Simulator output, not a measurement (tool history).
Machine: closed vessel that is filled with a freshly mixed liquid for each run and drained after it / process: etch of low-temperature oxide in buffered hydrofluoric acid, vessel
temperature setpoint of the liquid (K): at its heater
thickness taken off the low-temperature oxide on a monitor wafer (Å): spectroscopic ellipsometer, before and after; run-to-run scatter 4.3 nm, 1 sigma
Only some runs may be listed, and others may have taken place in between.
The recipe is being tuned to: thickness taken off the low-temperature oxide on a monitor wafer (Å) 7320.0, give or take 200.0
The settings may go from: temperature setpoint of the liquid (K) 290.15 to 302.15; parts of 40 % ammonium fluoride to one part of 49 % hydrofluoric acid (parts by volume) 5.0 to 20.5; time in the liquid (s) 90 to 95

run,hour,temperature setpoint of the liquid (K),parts of 40 % ammonium fluoride to one part of 49 % hydrofluoric acid (parts by volume),time in the liquid (s),thickness taken off the low-temperature oxide on a monitor wafer (Å)
1,0.0,294.15,12.5,90,3629.6
2,5.1,296.15,11.5,90,4470.9
3,7.9,298.65,11.5,90,5061.0
4,15.9,299.65,11.0,90,5522.0
5,23.9,299.65,14.0,90,4417.1
6,31.2,299.65,14.0,95,4635.7
7,40.4,300.15,13.0,95,5125.0
8,47.5,300.65,12.5,95,5549.6
9,54.5,301.15,12.0,95,5931.3
10,55.4,301.15,11.5,95,6071.8

Of the 4 settings listed for the next run, only one would bring every result within its allowed miss of target. Which one?
A,56.3,299.65,8.0,95,?
B,56.3,298.65,7.5,95,?
C,56.3,300.65,8.5,90,?
D,56.3,300.65,8.5,95,?

move,thickness taken off the low-temperature oxide on a monitor wafer (Å)
A,7877.8
B,8004.9
C,7372.4
D,7781.9
A: moves the result that the last run missed by most past its target, out the other side
B: moves the result that the last run missed by most past its target, out the other side
C: each result inside its tolerance
D: moves the result that the last run missed by most past its target, out the other side
The right move is C.

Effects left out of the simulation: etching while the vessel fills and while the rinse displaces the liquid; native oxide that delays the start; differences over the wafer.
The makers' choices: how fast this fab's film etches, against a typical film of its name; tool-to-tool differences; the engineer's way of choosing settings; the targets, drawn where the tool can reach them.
